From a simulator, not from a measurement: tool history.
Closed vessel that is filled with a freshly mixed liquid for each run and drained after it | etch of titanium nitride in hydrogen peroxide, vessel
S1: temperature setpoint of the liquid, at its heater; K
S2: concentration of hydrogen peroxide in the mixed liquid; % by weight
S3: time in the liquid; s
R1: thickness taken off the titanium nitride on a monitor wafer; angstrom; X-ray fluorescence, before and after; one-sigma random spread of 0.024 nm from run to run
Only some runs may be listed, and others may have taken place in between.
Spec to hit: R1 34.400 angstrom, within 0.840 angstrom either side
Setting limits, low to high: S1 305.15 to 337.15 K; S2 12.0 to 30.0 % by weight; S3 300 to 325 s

{"run": 1, "hour": 0.0, "S1": 321.15, "S2": 22.0, "S3": 300, "R1": 87.575}
{"run": 2, "hour": 1.5, "S1": 324.65, "S2": 22.0, "S3": 300, "R1": 113.69}
{"run": 3, "hour": 10.7, "S1": 320.65, "S2": 22.0, "S3": 300, "R1": 84.784}
{"run": 4, "hour": 14.1, "S1": 317.65, "S2": 22.0, "S3": 300, "R1": 67.301}
{"run": 5, "hour": 22.7, "S1": 313.15, "S2": 22.0, "S3": 300, "R1": 48.869}
{"run": 6, "hour": 30.6, "S1": 313.15, "S2": 22.0, "S3": 300, "R1": 48.212}
{"run": 7, "hour": 37.0, "S1": 312.15, "S2": 22.0, "S3": 300, "R1": 45.03}
{"run": 8, "hour": 38.2, "S1": 311.15, "S2": 22.0, "S3": 300, "R1": 40.888}
{"run": 9, "hour": 42.3, "S1": 311.15, "S2": 22.0, "S3": 300, "R1": 41.187}
{"run": 10, "hour": 43.5, "S1": 310.65, "S2": 22.0, "S3": 300, "R1": 40.289}
{"run": 11, "hour": 52.6, "S1": 310.15, "S2": 22.0, "S3": 300, "R1": 38.787}
{"run": 12, "hour": 60.1, "S1": 309.65, "S2": 22.0, "S3": 300, "R1": 36.623}
{"run": 13, "hour": 63.6, "S1": 309.15, "S2": 22.0, "S3": 300, "R1": 35.275}

Of the 4 settings listed for the next run, only one would bring every result within its allowed miss of target. Which one?
{"run": "A", "hour": 67.1, "S1": 308.65, "S2": 17.0, "S3": 300, "R1": "?"}
{"run": "B", "hour": 67.1, "S1": 309.15, "S2": 18.5, "S3": 325, "R1": "?"}
{"run": "C", "hour": 67.1, "S1": 309.65, "S2": 16.0, "S3": 300, "R1": "?"}
{"run": "D", "hour": 67.1, "S1": 307.65, "S2": 21.5, "S3": 310, "R1": "?"}

move=A R1=32.145
move=B R1=36.885
move=C R1=34.341
move=D R1=32.259
A: carries the result that was furthest off beyond its target, to the other side
B: the biggest miss grows against the last run
C: all results land within tolerance of their targets
D: carries the result that was furthest off beyond its target, to the other side
Move C is the one to make.
